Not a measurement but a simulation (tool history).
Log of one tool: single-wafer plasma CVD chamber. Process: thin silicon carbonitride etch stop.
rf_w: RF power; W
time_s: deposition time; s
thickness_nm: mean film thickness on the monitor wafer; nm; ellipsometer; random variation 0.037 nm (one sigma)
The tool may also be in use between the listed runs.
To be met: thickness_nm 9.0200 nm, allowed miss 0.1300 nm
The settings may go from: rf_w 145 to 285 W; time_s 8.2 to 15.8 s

run	day	rf_w	time_s	thickness_nm
1	0.000	215	12.0	6.9181
2	0.238	225	12.3	7.2304
3	0.392	225	11.4	6.7265
4	0.596	230	11.7	6.9249
5	0.788	230	11.0	6.5327
6	0.996	235	11.4	6.7863
7	1.271	235	11.4	6.8132
8	1.296	270	13.3	8.3388
9	1.471	270	13.4	8.3719
10	1.588	270	13.5	8.3953
11	1.612	270	13.6	8.5066

Which of these 5 next moves meets every target?
A	1.638	265	14.5	?
B	1.638	285	13.8	?
C	1.638	285	14.7	?
D	1.638	260	12.9	?
E	1.638	270	12.7	?

move	thickness_nm
A	8.9456
B	8.7355
C	9.3052
D	7.9047
E	7.8873
A: meets every target
B: nearer than the last run, and not there yet
C: takes the result that was furthest off past its target
D: further off than the last run
E: further off than the last run
Move A is the one to make.
